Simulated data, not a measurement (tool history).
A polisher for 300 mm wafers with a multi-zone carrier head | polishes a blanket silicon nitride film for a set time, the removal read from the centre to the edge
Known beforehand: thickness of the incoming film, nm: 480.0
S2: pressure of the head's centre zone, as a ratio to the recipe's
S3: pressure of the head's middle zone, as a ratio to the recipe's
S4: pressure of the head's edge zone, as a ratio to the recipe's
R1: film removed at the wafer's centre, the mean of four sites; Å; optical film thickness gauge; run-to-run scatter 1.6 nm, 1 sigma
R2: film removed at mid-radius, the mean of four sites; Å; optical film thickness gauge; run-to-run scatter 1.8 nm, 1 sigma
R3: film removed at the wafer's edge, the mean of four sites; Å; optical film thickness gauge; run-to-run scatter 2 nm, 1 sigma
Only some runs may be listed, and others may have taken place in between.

run 1 hour=0.0 | flow_of_slurry_(ml/min)=125 S2=1.00 S3=1.00 S4=1.00 polishing_time_(s)=62 | R1=1644.0 R2=1739.7 R3=1743.0
run 2 hour=6.4 | flow_of_slurry_(ml/min)=125 S2=1.04 S3=1.00 S4=1.00 polishing_time_(s)=62 | R1=1706.2 R2=1748.3 R3=1733.6
run 3 hour=14.9 | flow_of_slurry_(ml/min)=125 S2=1.04 S3=1.00 S4=1.05 polishing_time_(s)=62 | R1=1705.9 R2=1679.3 R3=1745.7
run 4 hour=18.0 | flow_of_slurry_(ml/min)=125 S2=1.04 S3=1.00 S4=1.05 polishing_time_(s)=46 | R1=1272.2 R2=1279.5 R3=1323.2
run 5 hour=19.3 | flow_of_slurry_(ml/min)=125 S2=1.04 S3=1.00 S4=1.00 polishing_time_(s)=46 | R1=1252.6 R2=1214.9 R3=1306.5
run 6 hour=26.9 | flow_of_slurry_(ml/min)=125 S2=1.04 S3=1.00 S4=1.00 polishing_time_(s)=39 | R1=1079.8 R2=1051.4 R3=1110.2

Run 7 has not been measured yet. What should we expect?
run 7 hour=35.9 | flow_of_slurry_(ml/min)=130 S2=1.01 S3=0.99 S4=1.05 polishing_time_(s)=41 | R1=? R2=? R3=?

Run 7 measured R1 1136.9 Å, R2 1113.8 Å, R3 1178.3 Å.
